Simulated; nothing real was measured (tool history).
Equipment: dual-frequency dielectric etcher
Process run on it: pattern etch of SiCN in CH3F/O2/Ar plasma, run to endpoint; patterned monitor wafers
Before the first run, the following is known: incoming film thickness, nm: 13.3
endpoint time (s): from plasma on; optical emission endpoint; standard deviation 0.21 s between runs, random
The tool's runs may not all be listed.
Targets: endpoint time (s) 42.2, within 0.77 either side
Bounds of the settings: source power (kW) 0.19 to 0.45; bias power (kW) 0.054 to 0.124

| run | hour | source power (kW) | bias power (kW) | endpoint time (s) |
|---|---|---|---|---|
| 1 | 0 | 0.32 | 0.089 | 34.276 |
| 2 | 0.8 | 0.29 | 0.085 | 35.735 |
| 3 | 9.4 | 0.29 | 0.091 | 34.945 |
| 4 | 10.4 | 0.29 | 0.106 | 32.679 |
| 5 | 11.5 | 0.27 | 0.098 | 34.856 |
| 6 | 18.7 | 0.25 | 0.093 | 36.406 |
| 7 | 22.7 | 0.24 | 0.089 | 37.54 |
| 8 | 23.5 | 0.23 | 0.086 | 38.412 |
| 9 | 26.6 | 0.22 | 0.083 | 39.984 |
| 10 | 29.1 | 0.21 | 0.082 | 40.735 |
| 11 | 34.2 | 0.21 | 0.082 | 40.771 |

Pick the move, out of 4, that brings all results within their allowed miss; only one does.
| A | 39.3 | 0.19 | 0.073 | ? |
| B | 39.3 | 0.19 | 0.075 | ? |
| C | 39.3 | 0.21 | 0.094 | ? |
| D | 39.3 | 0.19 | 0.082 | ? |

| move | endpoint time (s) |
|---|---|
| A | 44.22 |
| B | 43.733 |
| C | 38.525 |
| D | 42.152 |
A: carries the result that was furthest off beyond its target, to the other side
B: carries the result that was furthest off beyond its target, to the other side
C: lands further from the targets than the last run did
D: each result inside its tolerance
Answer: D
